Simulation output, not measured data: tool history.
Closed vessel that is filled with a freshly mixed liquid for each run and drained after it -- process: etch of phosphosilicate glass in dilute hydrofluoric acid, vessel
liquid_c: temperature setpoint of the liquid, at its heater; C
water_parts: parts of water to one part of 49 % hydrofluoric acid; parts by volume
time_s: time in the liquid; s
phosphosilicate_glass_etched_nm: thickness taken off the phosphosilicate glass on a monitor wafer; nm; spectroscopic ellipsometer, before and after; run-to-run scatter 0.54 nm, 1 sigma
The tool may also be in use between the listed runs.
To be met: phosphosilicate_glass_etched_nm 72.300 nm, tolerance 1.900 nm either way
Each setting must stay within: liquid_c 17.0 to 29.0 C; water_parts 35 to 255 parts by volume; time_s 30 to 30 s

run	hour	liquid_c	water_parts	time_s	phosphosilicate_glass_etched_nm
1	0.0	21.0	145	30	25.623
2	4.1	19.5	145	30	24.109
3	10.6	22.5	145	30	27.670
4	14.8	20.5	145	30	25.461
5	20.5	22.5	125	30	32.392
6	23.6	22.5	125	30	32.780
7	31.3	24.0	110	30	39.856
8	32.4	25.0	100	30	46.118
9	39.6	26.0	95	30	50.804
10	43.6	29.0	65	30	87.489
11	47.8	26.0	65	30	78.499
12	49.5	25.5	65	30	74.916
13	50.7	25.0	65	30	74.712

5 next moves are on the table. One of them brings every result within its allowed miss. Which?
A	51.9	27.0	75	30	?
B	51.9	24.5	70	30	?
C	51.9	24.5	65	30	?
D	51.9	25.0	70	30	?
E	51.9	26.0	65	30	?

move	phosphosilicate_glass_etched_nm
A	68.446
B	66.828
C	72.441
D	68.187
E	76.950
A: takes the result that was furthest off past its target
B: takes the result that was furthest off past its target
C: each result inside its tolerance
D: takes the result that was furthest off past its target
E: its largest miss is bigger than the last run's
So the answer is move C, the one that meets all the targets.
